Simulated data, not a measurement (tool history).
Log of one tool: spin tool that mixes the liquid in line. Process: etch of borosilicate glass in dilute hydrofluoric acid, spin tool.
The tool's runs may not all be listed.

run  hour  temperature setpoint of the liquid (K)  parts of water to one part of 49 % hydrofluoric acid (parts by volume)  time under the liquid (s)  thickness taken off the borosilicate glass on a monitor wafer (angstrom)
  1   0.0                                  293.15                                                                     230                        150                                                                    199.86
  2   4.8                                  296.65                                                                     230                        150                                                                    230.32
  3   8.6                                  297.65                                                                     200                        150                                                                    283.02
  4  10.4                                  294.65                                                                     200                        150                                                                    254.73
  5  12.7                                  295.65                                                                     175                        150                                                                    304.19
  6  19.5                                  299.15                                                                     175                        150                                                                    345.31
  7  25.5                                  299.65                                                                     155                        150                                                                    410.34
  8  34.4                                  300.15                                                                     145                        150                                                                    445.95
  9  42.4                                  300.15                                                                     135                        150                                                                    487.03
 10  51.0                                  300.15                                                                     130                        150                                                                    511.36

Forecast run 11:
 11  55.0                                  300.15                                                                     125                        150                                                                         ?

Run 11 gave thickness taken off the borosilicate glass on a monitor wafer (angstrom) 535.05.
